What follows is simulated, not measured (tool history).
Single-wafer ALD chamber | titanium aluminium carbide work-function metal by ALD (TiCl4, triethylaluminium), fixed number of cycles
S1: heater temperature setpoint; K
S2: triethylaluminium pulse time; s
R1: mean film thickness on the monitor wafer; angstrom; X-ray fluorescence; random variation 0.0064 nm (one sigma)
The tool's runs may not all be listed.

| run | hour | S1 | S2 | R1 |
|---|---|---|---|---|
| 1 | 0.0 | 573.15 | 11.70 | 18.6460 |
| 2 | 8.6 | 571.15 | 11.51 | 18.6210 |
| 3 | 13.0 | 569.15 | 11.20 | 18.1570 |
| 4 | 19.0 | 569.15 | 9.18 | 16.7400 |
| 5 | 21.2 | 569.15 | 5.86 | 10.6700 |
| 6 | 27.9 | 569.15 | 4.21 | 4.2961 |
| 7 | 31.4 | 566.15 | 5.03 | 7.7564 |
| 8 | 33.5 | 563.15 | 5.30 | 8.5870 |
| 9 | 38.4 | 561.15 | 5.64 | 9.6254 |
| 10 | 42.4 | 559.15 | 5.93 | 10.4090 |
|  | 48.8 | triethylaluminium bottle replaced |
| 11 | 48.8 | 557.15 | 6.24 | 13.9480 |

Run 12 comes next. What will it give?
| 12 | 55.1 | 556.15 | 6.24 | ? |

Run 12 gave R1 13.7380 angstrom.
